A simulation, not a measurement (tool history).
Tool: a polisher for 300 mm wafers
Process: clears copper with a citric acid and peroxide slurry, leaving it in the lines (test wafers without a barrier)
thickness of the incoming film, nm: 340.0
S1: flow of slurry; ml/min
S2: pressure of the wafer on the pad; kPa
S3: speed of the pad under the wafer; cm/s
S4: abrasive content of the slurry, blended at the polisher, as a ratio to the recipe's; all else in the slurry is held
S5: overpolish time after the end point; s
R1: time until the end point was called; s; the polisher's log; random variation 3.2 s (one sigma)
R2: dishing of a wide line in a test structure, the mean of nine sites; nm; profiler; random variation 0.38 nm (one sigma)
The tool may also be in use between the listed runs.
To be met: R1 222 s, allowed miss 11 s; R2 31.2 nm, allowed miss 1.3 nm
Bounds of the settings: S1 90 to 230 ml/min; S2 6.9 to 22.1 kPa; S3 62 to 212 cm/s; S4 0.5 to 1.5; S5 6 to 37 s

| run | day | S1 | S2 | S3 | S4 | S5 | R1 | R2 |
|---|---|---|---|---|---|---|---|---|
| 1 | 0 | 150 | 14.5 | 136 | 1 | 19 | 157.04 | 27.445 |
| 2 | 0.271 | 150 | 14.5 | 136 | 0.8 | 19 | 166.67 | 26.637 |
| 3 | 0.579 | 140 | 13.8 | 134 | 0.75 | 22 | 184.29 | 27.186 |
| 4 | 0.704 | 140 | 15.9 | 134 | 0.75 | 22 | 156.56 | 31.166 |
| 5 | 0.796 | 135 | 14.5 | 134 | 0.75 | 24 | 172.62 | 30.735 |
| 6 | 0.95 | 135 | 14.5 | 134 | 0.75 | 28 | 169.74 | 34.292 |
| 7 | 1.004 | 130 | 13.8 | 134 | 0.75 | 29 | 184.82 | 33.618 |
| 8 | 1.108 | 125 | 13.1 | 134 | 0.75 | 30 | 192.24 | 33.448 |
| 9 | 1.162 | 120 | 12.4 | 134 | 0.75 | 30 | 201.84 | 32.068 |

4 next moves are on the table. One of them brings every result within its allowed miss. Which?
| A | 1.217 | 130 | 11 | 114 | 0.85 | 33 | ? | ? |
| B | 1.217 | 155 | 11.7 | 128 | 0.7 | 32 | ? | ? |
| C | 1.217 | 115 | 13.8 | 130 | 0.75 | 28 | ? | ? |
| D | 1.217 | 135 | 10.3 | 146 | 0.9 | 36 | ? | ? |

| move | R1 | R2 |
|---|---|---|
| A | 244.32 | 29.805 |
| B | 218.2 | 31.883 |
| C | 193.65 | 32.075 |
| D | 218.63 | 34.119 |
A: takes the result that was furthest off past its target
B: meets every target
C: further off than the last run
D: brings the result that was furthest off to its target, and leaves another outside
Move B is the one to make.
